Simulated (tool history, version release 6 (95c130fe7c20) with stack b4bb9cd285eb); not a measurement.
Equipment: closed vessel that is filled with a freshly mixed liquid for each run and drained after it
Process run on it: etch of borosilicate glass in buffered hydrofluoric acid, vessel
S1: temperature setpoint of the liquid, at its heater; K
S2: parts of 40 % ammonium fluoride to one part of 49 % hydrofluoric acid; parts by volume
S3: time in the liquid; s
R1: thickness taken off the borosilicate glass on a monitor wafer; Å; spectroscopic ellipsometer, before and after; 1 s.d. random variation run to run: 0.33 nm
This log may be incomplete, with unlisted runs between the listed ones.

{"run": 1, "hour": 0.0, "S1": 293.15, "S2": 18.5, "S3": 45, "R1": 290.31}
{"run": 2, "hour": 2.7, "S1": 293.15, "S2": 18.5, "S3": 35, "R1": 224.72}
{"run": 3, "hour": 11.1, "S1": 295.15, "S2": 18.0, "S3": 35, "R1": 257.48}
{"run": 4, "hour": 18.2, "S1": 296.15, "S2": 17.0, "S3": 35, "R1": 284.96}
{"run": 5, "hour": 19.6, "S1": 296.15, "S2": 19.0, "S3": 35, "R1": 255.57}
{"run": 6, "hour": 28.6, "S1": 294.15, "S2": 19.0, "S3": 35, "R1": 231.18}
{"run": 7, "hour": 32.0, "S1": 295.65, "S2": 18.0, "S3": 35, "R1": 263.75}

Run 8, settings as shown, results not yet in. Your forecast:
{"run": 8, "hour": 40.8, "S1": 296.65, "S2": 17.0, "S3": 35, "R1": "?"}

{"run 8": {"R1": 290.22}}
